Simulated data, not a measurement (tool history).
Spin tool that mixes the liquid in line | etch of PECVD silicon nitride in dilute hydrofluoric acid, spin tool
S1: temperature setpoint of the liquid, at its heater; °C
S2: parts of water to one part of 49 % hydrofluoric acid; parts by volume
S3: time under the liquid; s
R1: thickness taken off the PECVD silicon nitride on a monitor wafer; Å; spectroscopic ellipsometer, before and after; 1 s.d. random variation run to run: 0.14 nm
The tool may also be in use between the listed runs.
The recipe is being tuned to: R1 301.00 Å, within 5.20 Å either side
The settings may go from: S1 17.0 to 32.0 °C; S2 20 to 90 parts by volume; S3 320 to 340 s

{"run": 1, "hour": 0.0, "S1": 24.0, "S2": 50, "S3": 320, "R1": 135.71}
{"run": 2, "hour": 5.8, "S1": 26.0, "S2": 45, "S3": 320, "R1": 172.86}
{"run": 3, "hour": 12.1, "S1": 26.0, "S2": 45, "S3": 340, "R1": 184.09}
{"run": 4, "hour": 18.3, "S1": 27.5, "S2": 45, "S3": 340, "R1": 203.31}
{"run": 5, "hour": 25.8, "S1": 28.5, "S2": 45, "S3": 340, "R1": 216.93}
{"run": 6, "hour": 33.8, "S1": 29.5, "S2": 45, "S3": 340, "R1": 230.96}
{"run": 7, "hour": 36.7, "S1": 30.0, "S2": 45, "S3": 340, "R1": 236.84}
{"run": 8, "hour": 38.6, "S1": 30.5, "S2": 45, "S3": 340, "R1": 247.31}
{"run": 9, "hour": 45.0, "S1": 30.5, "S2": 45, "S3": 340, "R1": 247.08}
{"run": 10, "hour": 46.4, "S1": 31.0, "S2": 45, "S3": 340, "R1": 253.75}
{"run": 11, "hour": 53.2, "S1": 31.5, "S2": 45, "S3": 340, "R1": 262.32}

Exercise: of the 4 proposed moves below, exactly one satisfies all targets within the stated allowed misses. Which move is it?
{"run": "A", "hour": 60.0, "S1": 32.0, "S2": 40, "S3": 335, "R1": "?"}
{"run": "B", "hour": 60.0, "S1": 32.0, "S2": 40, "S3": 320, "R1": "?"}
{"run": "C", "hour": 60.0, "S1": 30.0, "S2": 35, "S3": 320, "R1": "?"}
{"run": "D", "hour": 60.0, "S1": 31.0, "S2": 40, "S3": 340, "R1": "?"}

move=A R1=302.48
move=B R1=288.94
move=C R1=289.57
move=D R1=287.91
A: in spec on every target
B: an improvement on the last run, though not all results are within tolerance
C: an improvement on the last run, though not all results are within tolerance
D: an improvement on the last run, though not all results are within tolerance
Move A is the one to make.

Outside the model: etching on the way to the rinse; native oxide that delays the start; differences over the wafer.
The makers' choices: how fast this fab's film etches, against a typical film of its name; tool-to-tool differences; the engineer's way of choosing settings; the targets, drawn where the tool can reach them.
